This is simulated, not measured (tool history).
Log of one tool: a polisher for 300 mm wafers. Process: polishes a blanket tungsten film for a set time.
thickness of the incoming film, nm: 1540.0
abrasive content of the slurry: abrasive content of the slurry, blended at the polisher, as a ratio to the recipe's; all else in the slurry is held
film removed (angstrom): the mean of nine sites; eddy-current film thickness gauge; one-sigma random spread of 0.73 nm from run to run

run,hour,flow of slurry (ml/min),pressure of the wafer on the pad (kPa),speed of the pad under the wafer (cm/s),abrasive content of the slurry,polishing time (s),film removed (angstrom)
1,0,220,30.3,100,1,23,1328.5
2,5.3,215,29.6,100,1,23,1284
3,13.3,205,29,100,1,23,1248.6
4,20.7,205,22.1,100,1,23,963.29
5,25,205,22.1,76,1,23,809.88
6,27.3,205,22.1,76,1,23,809.92
7,30.5,215,24.1,76,1,23,880.41
8,33.5,230,25.5,76,1,23,946.41
9,40,250,26.2,76,1,23,966.27
10,46.9,255,26.9,76,1,23,998.12

Predict the results of run 11:
11,48.1,265,27.6,76,1,23,?

film removed (angstrom): 1019.2

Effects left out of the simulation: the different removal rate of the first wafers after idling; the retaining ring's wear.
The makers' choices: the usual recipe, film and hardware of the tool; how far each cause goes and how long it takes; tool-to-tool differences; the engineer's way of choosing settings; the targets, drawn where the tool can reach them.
